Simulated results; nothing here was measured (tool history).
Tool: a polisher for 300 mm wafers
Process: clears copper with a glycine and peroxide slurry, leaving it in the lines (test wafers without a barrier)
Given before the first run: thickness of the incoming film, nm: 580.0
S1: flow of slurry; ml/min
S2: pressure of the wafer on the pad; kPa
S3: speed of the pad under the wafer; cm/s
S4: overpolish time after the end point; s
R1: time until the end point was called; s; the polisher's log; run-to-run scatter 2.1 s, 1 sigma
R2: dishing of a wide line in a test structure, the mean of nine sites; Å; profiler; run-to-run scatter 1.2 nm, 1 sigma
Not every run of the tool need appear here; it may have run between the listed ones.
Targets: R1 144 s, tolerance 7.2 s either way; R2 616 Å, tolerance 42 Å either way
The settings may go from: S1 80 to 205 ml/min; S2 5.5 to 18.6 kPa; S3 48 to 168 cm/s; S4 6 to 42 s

run 1 hour=0 | S1=135 S2=11.7 S3=108 S4=21 | R1=179.93 R2=451.04
run 2 hour=2.2 | S1=135 S2=12.4 S3=108 S4=22 | R1=171.79 R2=469.22
run 3 hour=10.7 | S1=135 S2=13.1 S3=108 S4=23 | R1=166.06 R2=488.06
run 4 hour=12 | S1=135 S2=13.1 S3=118 S4=23 | R1=156.11 R2=518.29
run 5 hour=16 | S1=135 S2=13.1 S3=118 S4=24 | R1=154.37 R2=539.42
run 6 hour=23.7 | S1=135 S2=11.7 S3=118 S4=24 | R1=163.96 R2=509.87
run 7 hour=27.2 | S1=135 S2=12.4 S3=118 S4=25 | R1=162.51 R2=545.54
run 8 hour=29.1 | S1=135 S2=13.1 S3=118 S4=25 | R1=154.75 R2=571.8

Consider the 5 candidate settings below. Which is the only one whose results all fall within their allowed miss of target?
run A hour=31 | S1=125 S2=12.4 S3=112 S4=24 | R1=? R2=?
run B hour=31 | S1=155 S2=12.4 S3=116 S4=25 | R1=? R2=?
run C hour=31 | S1=150 S2=15.2 S3=128 S4=19 | R1=? R2=?
run D hour=31 | S1=130 S2=15.2 S3=138 S4=22 | R1=? R2=?
run E hour=31 | S1=170 S2=12.4 S3=128 S4=26 | R1=? R2=?

move=A R1=167.42 R2=504.43
move=B R1=156.01 R2=547.92
move=C R1=127.41 R2=524.38
move=D R1=123.24 R2=598.16
move=E R1=142.15 R2=600.4
A: the biggest miss grows against the last run
B: the biggest miss grows against the last run
C: pushes the last run's worst result past its target
D: pushes the last run's worst result past its target
E: all results in spec
So the answer is move E, the one that meets all the targets.
